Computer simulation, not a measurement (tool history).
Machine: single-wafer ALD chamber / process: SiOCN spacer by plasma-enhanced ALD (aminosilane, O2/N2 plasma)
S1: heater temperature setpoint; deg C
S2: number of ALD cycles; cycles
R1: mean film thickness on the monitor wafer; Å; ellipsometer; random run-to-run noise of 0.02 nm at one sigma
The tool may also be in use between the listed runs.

Run 1, hour 0.0: S1 395 deg C, S2 62 cycles. Result: R1 38.923 Å.
Run 2, hour 7.4: S1 387 deg C, S2 62 cycles. Result: R1 39.037 Å.
Run 3, hour 8.3: S1 387 deg C, S2 63 cycles. Result: R1 39.589 Å.
Run 4, hour 9.0: S1 381 deg C, S2 63 cycles. Result: R1 39.568 Å.
Run 5, hour 12.4: S1 391 deg C, S2 63 cycles. Result: R1 39.678 Å.
Run 6, hour 15.8: S1 396 deg C, S2 63 cycles. Result: R1 39.776 Å.

Forecast run 7:
Run 7, hour 20.6: S1 396 deg C, S2 64 cycles. Result: R1 ?.

Run 7 produced R1 40.367 Å.
